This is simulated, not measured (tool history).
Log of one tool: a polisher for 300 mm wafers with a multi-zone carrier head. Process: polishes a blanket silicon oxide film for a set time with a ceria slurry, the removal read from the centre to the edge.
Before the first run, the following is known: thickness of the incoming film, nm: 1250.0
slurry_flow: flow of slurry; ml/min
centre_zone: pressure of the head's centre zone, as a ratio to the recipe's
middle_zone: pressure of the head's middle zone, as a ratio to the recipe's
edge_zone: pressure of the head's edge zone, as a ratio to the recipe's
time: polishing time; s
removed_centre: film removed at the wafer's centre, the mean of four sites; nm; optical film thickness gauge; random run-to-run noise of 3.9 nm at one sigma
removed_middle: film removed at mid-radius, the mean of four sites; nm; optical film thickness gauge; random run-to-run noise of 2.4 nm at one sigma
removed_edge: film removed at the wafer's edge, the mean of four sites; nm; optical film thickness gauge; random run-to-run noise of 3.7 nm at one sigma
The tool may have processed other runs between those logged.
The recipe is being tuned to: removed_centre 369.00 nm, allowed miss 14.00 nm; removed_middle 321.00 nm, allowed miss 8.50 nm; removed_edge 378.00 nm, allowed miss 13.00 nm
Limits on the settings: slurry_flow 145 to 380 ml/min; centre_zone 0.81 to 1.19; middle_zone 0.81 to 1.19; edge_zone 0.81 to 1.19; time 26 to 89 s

run 1 hour=0.0 | slurry_flow=245 centre_zone=1.00 middle_zone=1.00 edge_zone=1.00 time=57 | removed_centre=259.66 removed_middle=258.92 removed_edge=250.64
run 2 hour=3.2 | slurry_flow=245 centre_zone=1.00 middle_zone=1.00 edge_zone=1.00 time=67 | removed_centre=297.93 removed_middle=303.80 removed_edge=300.50
run 3 hour=9.5 | slurry_flow=250 centre_zone=1.02 middle_zone=0.98 edge_zone=1.04 time=69 | removed_centre=317.83 removed_middle=302.60 removed_edge=318.12
run 4 hour=14.1 | slurry_flow=260 centre_zone=1.03 middle_zone=0.98 edge_zone=1.08 time=70 | removed_centre=325.32 removed_middle=310.71 removed_edge=322.02
run 5 hour=18.1 | slurry_flow=260 centre_zone=1.03 middle_zone=1.06 edge_zone=1.08 time=70 | removed_centre=323.51 removed_middle=332.63 removed_edge=328.79
run 6 hour=23.6 | slurry_flow=260 centre_zone=1.03 middle_zone=1.10 edge_zone=1.08 time=70 | removed_centre=327.47 removed_middle=338.58 removed_edge=331.82
run 7 hour=29.4 | slurry_flow=245 centre_zone=1.04 middle_zone=1.05 edge_zone=1.11 time=72 | removed_centre=331.13 removed_middle=335.55 removed_edge=339.82
run 8 hour=30.7 | slurry_flow=245 centre_zone=1.04 middle_zone=1.05 edge_zone=1.11 time=72 | removed_centre=336.72 removed_middle=340.57 removed_edge=342.07
run 9 hour=37.7 | slurry_flow=260 centre_zone=1.04 middle_zone=1.00 edge_zone=1.13 time=73 | removed_centre=344.40 removed_middle=329.45 removed_edge=351.57

Pick the move, out of 5, that brings all results within their allowed miss; only one does.
run A hour=44.7 | slurry_flow=285 centre_zone=1.17 middle_zone=0.85 edge_zone=1.19 time=77 | removed_centre=? removed_middle=? removed_edge=?
run B hour=44.7 | slurry_flow=380 centre_zone=1.04 middle_zone=0.89 edge_zone=1.18 time=76 | removed_centre=? removed_middle=? removed_edge=?
run C hour=44.7 | slurry_flow=245 centre_zone=0.86 middle_zone=0.88 edge_zone=1.19 time=78 | removed_centre=? removed_middle=? removed_edge=?
run D hour=44.7 | slurry_flow=150 centre_zone=0.99 middle_zone=1.05 edge_zone=1.12 time=75 | removed_centre=? removed_middle=? removed_edge=?
run E hour=44.7 | slurry_flow=305 centre_zone=1.06 middle_zone=0.85 edge_zone=1.19 time=76 | removed_centre=? removed_middle=? removed_edge=?

move=A removed_centre=403.06 removed_middle=308.83 removed_edge=379.41
move=B removed_centre=366.61 removed_middle=323.64 removed_edge=378.77
move=C removed_centre=306.37 removed_middle=318.35 removed_edge=380.55
move=D removed_centre=316.92 removed_middle=338.73 removed_edge=341.99
move=E removed_centre=366.23 removed_middle=306.61 removed_edge=376.00
A: the worst result of the last run now meets its target, but another is out of spec
B: all results in spec
C: the worst result of the last run now meets its target, but another is out of spec
D: misses by more than the last run did
E: the worst result of the last run now meets its target, but another is out of spec
Correct choice: B, which meets every target

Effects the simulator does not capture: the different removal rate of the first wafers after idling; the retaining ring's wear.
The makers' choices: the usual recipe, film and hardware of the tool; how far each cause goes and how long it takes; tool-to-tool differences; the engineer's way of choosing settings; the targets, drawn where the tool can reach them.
